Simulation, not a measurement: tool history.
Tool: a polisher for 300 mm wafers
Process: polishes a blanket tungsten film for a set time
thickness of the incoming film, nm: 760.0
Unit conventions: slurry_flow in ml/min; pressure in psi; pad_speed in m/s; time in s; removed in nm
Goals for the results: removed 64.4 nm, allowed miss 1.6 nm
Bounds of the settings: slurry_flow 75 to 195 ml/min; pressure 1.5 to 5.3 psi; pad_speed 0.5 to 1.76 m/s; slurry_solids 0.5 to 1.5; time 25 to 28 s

run 1 hour=0 | slurry_flow=125 pressure=3.4 pad_speed=1.12 slurry_solids=1 time=28 | removed=111.84
run 2 hour=3.3 | slurry_flow=120 pressure=3.1 pad_speed=1.12 slurry_solids=1 time=28 | removed=100.51
run 3 hour=5 | slurry_flow=120 pressure=3.1 pad_speed=1.12 slurry_solids=1 time=25 | removed=89.097
run 4 hour=5.7 | slurry_flow=120 pressure=3.1 pad_speed=0.88 slurry_solids=1 time=25 | removed=72.104
run 5 hour=14.1 | slurry_flow=120 pressure=3.1 pad_speed=0.88 slurry_solids=1 time=28 | removed=80.344
run 6 hour=17.5 | slurry_flow=120 pressure=3.1 pad_speed=0.88 slurry_solids=1 time=25 | removed=71.575
run 7 hour=23.5 | slurry_flow=115 pressure=3.1 pad_speed=0.88 slurry_solids=1 time=25 | removed=71.497
run 8 hour=24.2 | slurry_flow=110 pressure=3.1 pad_speed=0.88 slurry_solids=1 time=25 | removed=70.769
run 9 hour=27.1 | slurry_flow=105 pressure=3.1 pad_speed=0.88 slurry_solids=1 time=25 | removed=69.162
run 10 hour=33.2 | slurry_flow=100 pressure=3.1 pad_speed=0.88 slurry_solids=1 time=25 | removed=68.604
run 11 hour=34.5 | slurry_flow=80 pressure=2.9 pad_speed=0.88 slurry_solids=1 time=25 | removed=60.657

4 candidate next runs follow, results not yet known. Just one meets every target within its allowed miss. Identify it.
run A hour=35.8 | slurry_flow=80 pressure=2.7 pad_speed=0.78 slurry_solids=0.9 time=28 | removed=?
run B hour=35.8 | slurry_flow=75 pressure=3.4 pad_speed=0.76 slurry_solids=0.9 time=28 | removed=?
run C hour=35.8 | slurry_flow=75 pressure=3 pad_speed=0.88 slurry_solids=1.05 time=25 | removed=?
run D hour=35.8 | slurry_flow=75 pressure=3.3 pad_speed=0.9 slurry_solids=0.75 time=25 | removed=?

move=A removed=54.297
move=B removed=64.814
move=C removed=61.358
move=D removed=61.685
A: further off than the last run
B: each result inside its tolerance
C: nearer the targets than the last run, but a result is still out of spec
D: nearer the targets than the last run, but a result is still out of spec
B meets every target.
